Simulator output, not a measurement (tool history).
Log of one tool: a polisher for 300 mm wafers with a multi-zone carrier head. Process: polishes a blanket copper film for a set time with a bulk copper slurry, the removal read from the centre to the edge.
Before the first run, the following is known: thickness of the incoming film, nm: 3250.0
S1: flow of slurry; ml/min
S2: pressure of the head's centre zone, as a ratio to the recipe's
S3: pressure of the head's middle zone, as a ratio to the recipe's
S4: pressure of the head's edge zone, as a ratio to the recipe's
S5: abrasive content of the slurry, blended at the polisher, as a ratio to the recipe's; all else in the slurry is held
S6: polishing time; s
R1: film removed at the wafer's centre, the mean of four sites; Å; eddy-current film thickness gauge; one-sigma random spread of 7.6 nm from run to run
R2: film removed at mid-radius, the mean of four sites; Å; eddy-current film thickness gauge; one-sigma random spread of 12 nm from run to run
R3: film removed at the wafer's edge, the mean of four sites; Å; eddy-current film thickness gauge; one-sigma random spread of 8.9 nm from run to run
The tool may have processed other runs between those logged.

{"run": 1, "day": 0.0, "S1": 205, "S2": 1.0, "S3": 1.0, "S4": 1.0, "S5": 1.0, "S6": 75, "R1": 9616.3, "R2": 9440.6, "R3": 9429.8}
{"run": 2, "day": 0.25, "S1": 205, "S2": 1.0, "S3": 1.0, "S4": 1.0, "S5": 1.0, "S6": 68, "R1": 8689.5, "R2": 8329.5, "R3": 8467.2}
{"run": 3, "day": 0.529, "S1": 210, "S2": 1.01, "S3": 1.02, "S4": 1.03, "S5": 1.1, "S6": 69, "R1": 9288.4, "R2": 9020.2, "R3": 9062.0}
{"run": 4, "day": 0.767, "S1": 210, "S2": 1.06, "S3": 1.02, "S4": 1.03, "S5": 1.1, "S6": 69, "R1": 9692.2, "R2": 8984.1, "R3": 9128.5}
{"run": 5, "day": 0.817, "S1": 220, "S2": 1.07, "S3": 1.04, "S4": 1.06, "S5": 1.15, "S6": 69, "R1": 10001.0, "R2": 9416.3, "R3": 9229.4}
{"run": 6, "day": 0.929, "S1": 220, "S2": 1.07, "S3": 1.04, "S4": 1.13, "S5": 1.15, "S6": 69, "R1": 10013.0, "R2": 9242.0, "R3": 9409.7}
{"run": 7, "day": 1.104, "S1": 220, "S2": 1.07, "S3": 1.04, "S4": 1.13, "S5": 1.15, "S6": 69, "R1": 10061.0, "R2": 9351.2, "R3": 9341.4}
{"run": 8, "day": 1.162, "S1": 220, "S2": 1.06, "S3": 1.04, "S4": 1.13, "S5": 1.25, "S6": 71, "R1": 10436.0, "R2": 9984.2, "R3": 9907.5}
{"run": 9, "day": 1.446, "S1": 225, "S2": 1.06, "S3": 1.03, "S4": 1.14, "S5": 1.3, "S6": 72, "R1": 10694.0, "R2": 10112.0, "R3": 10386.0}
{"run": 10, "day": 1.717, "S1": 235, "S2": 1.06, "S3": 1.04, "S4": 1.15, "S5": 1.35, "S6": 72, "R1": 10922.0, "R2": 10285.0, "R3": 10579.0}
{"run": 11, "day": 2.0, "S1": 245, "S2": 1.06, "S3": 1.05, "S4": 1.16, "S5": 1.4, "S6": 72, "R1": 11070.0, "R2": 10470.0, "R3": 10647.0}
{"run": 12, "day": 2.262, "S1": 245, "S2": 1.06, "S3": 1.06, "S4": 1.16, "S5": 1.4, "S6": 73, "R1": 11195.0, "R2": 10493.0, "R3": 10819.0}

Forecast run 13:
{"run": 13, "day": 2.379, "S1": 240, "S2": 1.06, "S3": 1.07, "S4": 1.16, "S5": 1.4, "S6": 74, "R1": "?", "R2": "?", "R3": "?"}

Run 13 produced R1 11287.0 Å, R2 11166.0 Å, R3 10900.0 Å.
